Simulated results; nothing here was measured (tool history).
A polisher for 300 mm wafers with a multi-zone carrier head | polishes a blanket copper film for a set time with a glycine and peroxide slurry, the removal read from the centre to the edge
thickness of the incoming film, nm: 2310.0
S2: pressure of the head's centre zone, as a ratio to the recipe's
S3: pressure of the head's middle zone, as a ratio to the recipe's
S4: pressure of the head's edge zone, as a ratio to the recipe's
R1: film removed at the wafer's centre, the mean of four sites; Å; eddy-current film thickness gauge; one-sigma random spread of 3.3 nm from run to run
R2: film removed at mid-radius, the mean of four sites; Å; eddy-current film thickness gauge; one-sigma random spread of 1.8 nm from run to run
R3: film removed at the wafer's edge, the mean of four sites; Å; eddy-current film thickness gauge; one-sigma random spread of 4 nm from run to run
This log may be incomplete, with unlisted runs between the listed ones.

{"run": 1, "hour": 0.0, "flow of slurry (ml/min)": 310, "S2": 1.0, "S3": 1.0, "S4": 1.0, "polishing time (s)": 37, "R1": 1839.2, "R2": 2044.4, "R3": 2033.0}
{"run": 2, "hour": 6.3, "flow of slurry (ml/min)": 320, "S2": 1.04, "S3": 0.99, "S4": 1.04, "polishing time (s)": 40, "R1": 2114.6, "R2": 2209.5, "R3": 2269.4}
{"run": 3, "hour": 13.6, "flow of slurry (ml/min)": 320, "S2": 1.04, "S3": 0.99, "S4": 1.1, "polishing time (s)": 40, "R1": 2083.9, "R2": 2176.8, "R3": 2300.9}
{"run": 4, "hour": 17.5, "flow of slurry (ml/min)": 330, "S2": 1.07, "S3": 0.99, "S4": 1.12, "polishing time (s)": 42, "R1": 2225.9, "R2": 2338.4, "R3": 2497.8}
{"run": 5, "hour": 21.9, "flow of slurry (ml/min)": 330, "S2": 1.07, "S3": 0.99, "S4": 1.07, "polishing time (s)": 42, "R1": 2256.3, "R2": 2332.0, "R3": 2389.1}
{"run": 6, "hour": 28.8, "flow of slurry (ml/min)": 330, "S2": 1.07, "S3": 1.04, "S4": 1.07, "polishing time (s)": 42, "R1": 2239.6, "R2": 2394.0, "R3": 2398.4}
{"run": 7, "hour": 30.2, "flow of slurry (ml/min)": 335, "S2": 1.1, "S3": 1.01, "S4": 1.09, "polishing time (s)": 44, "R1": 2420.2, "R2": 2472.6, "R3": 2575.6}
{"run": 8, "hour": 31.1, "flow of slurry (ml/min)": 340, "S2": 1.12, "S3": 0.99, "S4": 1.09, "polishing time (s)": 45, "R1": 2537.9, "R2": 2496.0, "R3": 2572.8}
{"hour": 32.5, "done": "centre zone pressure recalibrated"}
{"run": 9, "hour": 32.5, "flow of slurry (ml/min)": 340, "S2": 1.14, "S3": 0.97, "S4": 1.11, "polishing time (s)": 46, "R1": 2911.7, "R2": 2520.5, "R3": 2716.9}
{"run": 10, "hour": 38.4, "flow of slurry (ml/min)": 345, "S2": 1.14, "S3": 0.97, "S4": 1.13, "polishing time (s)": 46, "R1": 2866.1, "R2": 2487.8, "R3": 2644.7}
{"run": 11, "hour": 46.2, "flow of slurry (ml/min)": 330, "S2": 1.14, "S3": 0.97, "S4": 1.14, "polishing time (s)": 47, "R1": 2942.2, "R2": 2557.0, "R3": 2761.1}

Predict the results of run 12:
{"run": 12, "hour": 51.6, "flow of slurry (ml/min)": 335, "S2": 1.13, "S3": 0.97, "S4": 1.15, "polishing time (s)": 47, "R1": "?", "R2": "?", "R3": "?"}

{"run 12": {"R1": 2894.2, "R2": 2553.8, "R3": 2854.1}}
